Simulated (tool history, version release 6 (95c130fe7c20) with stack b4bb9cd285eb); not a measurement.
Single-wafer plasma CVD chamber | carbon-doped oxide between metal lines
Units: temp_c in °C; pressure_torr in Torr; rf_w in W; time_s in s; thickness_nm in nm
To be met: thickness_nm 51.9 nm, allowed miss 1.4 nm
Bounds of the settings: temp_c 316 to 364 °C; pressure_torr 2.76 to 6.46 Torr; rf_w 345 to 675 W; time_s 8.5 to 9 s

{"run": 1, "day": 0.0, "temp_c": 340, "pressure_torr": 4.61, "rf_w": 510, "time_s": 9, "thickness_nm": 44.852}
{"run": 2, "day": 0.038, "temp_c": 340, "pressure_torr": 3.87, "rf_w": 510, "time_s": 9, "thickness_nm": 44.164}
{"run": 3, "day": 0.362, "temp_c": 340, "pressure_torr": 3.87, "rf_w": 575, "time_s": 9, "thickness_nm": 47.297}
{"run": 4, "day": 0.633, "temp_c": 340, "pressure_torr": 3.87, "rf_w": 605, "time_s": 9, "thickness_nm": 48.962}
{"run": 5, "day": 0.721, "temp_c": 340, "pressure_torr": 3.87, "rf_w": 555, "time_s": 9, "thickness_nm": 46.475}
{"run": 6, "day": 0.967, "temp_c": 340, "pressure_torr": 3.87, "rf_w": 555, "time_s": 8.5, "thickness_nm": 43.817}
{"run": 7, "day": 1.312, "temp_c": 338, "pressure_torr": 4.04, "rf_w": 590, "time_s": 8.6, "thickness_nm": 46.453}
{"run": 8, "day": 1.346, "temp_c": 338, "pressure_torr": 4.08, "rf_w": 615, "time_s": 8.7, "thickness_nm": 48.134}
{"run": 9, "day": 1.404, "temp_c": 338, "pressure_torr": 4.08, "rf_w": 615, "time_s": 8.7, "thickness_nm": 48.2}
{"run": 10, "day": 1.508, "temp_c": 338, "pressure_torr": 4.12, "rf_w": 630, "time_s": 8.7, "thickness_nm": 49.014}
{"run": 11, "day": 1.758, "temp_c": 337, "pressure_torr": 4.16, "rf_w": 645, "time_s": 8.7, "thickness_nm": 49.965}

5 next moves are on the table. One of them brings every result within its allowed miss. Which?
{"run": "A", "day": 2.008, "temp_c": 347, "pressure_torr": 4.75, "rf_w": 610, "time_s": 9, "thickness_nm": "?"}
{"run": "B", "day": 2.008, "temp_c": 336, "pressure_torr": 3.89, "rf_w": 640, "time_s": 8.7, "thickness_nm": "?"}
{"run": "C", "day": 2.008, "temp_c": 327, "pressure_torr": 5.35, "rf_w": 600, "time_s": 9, "thickness_nm": "?"}
{"run": "D", "day": 2.008, "temp_c": 340, "pressure_torr": 4.85, "rf_w": 590, "time_s": 8.6, "thickness_nm": "?"}
{"run": "E", "day": 2.008, "temp_c": 338, "pressure_torr": 4.46, "rf_w": 630, "time_s": 8.5, "thickness_nm": "?"}

move=A thickness_nm=49.125
move=B thickness_nm=49.522
move=C thickness_nm=52.07
move=D thickness_nm=47.012
move=E thickness_nm=48.215
A: further off than the last run
B: further off than the last run
C: meets every target
D: further off than the last run
E: further off than the last run
Answer: C
